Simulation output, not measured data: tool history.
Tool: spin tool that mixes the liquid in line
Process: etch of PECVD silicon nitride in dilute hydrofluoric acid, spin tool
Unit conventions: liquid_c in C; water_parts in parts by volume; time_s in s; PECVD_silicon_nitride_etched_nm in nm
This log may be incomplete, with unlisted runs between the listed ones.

run  hour  liquid_c  water_parts  time_s  PECVD_silicon_nitride_etched_nm
  1     0        26          180     275                           4.0221
  2   7.1        27          170     275                           4.5511
  3  12.7        28          165     275                           4.9215
  4  19.6        28          185     275                            4.526
  5  27.2      24.5          185     275                           3.6294
  6  33.6        26          175     275                           4.1779
  7    39        27          165     275                           4.6923
  8  47.7        28          160     275                            5.054
  9  49.9        28          160     275                           5.2319

The next listed run, before its measurement:
 10  57.7        28          160     275                                ?

{"run 10": {"PECVD_silicon_nitride_etched_nm": 5.2318}}

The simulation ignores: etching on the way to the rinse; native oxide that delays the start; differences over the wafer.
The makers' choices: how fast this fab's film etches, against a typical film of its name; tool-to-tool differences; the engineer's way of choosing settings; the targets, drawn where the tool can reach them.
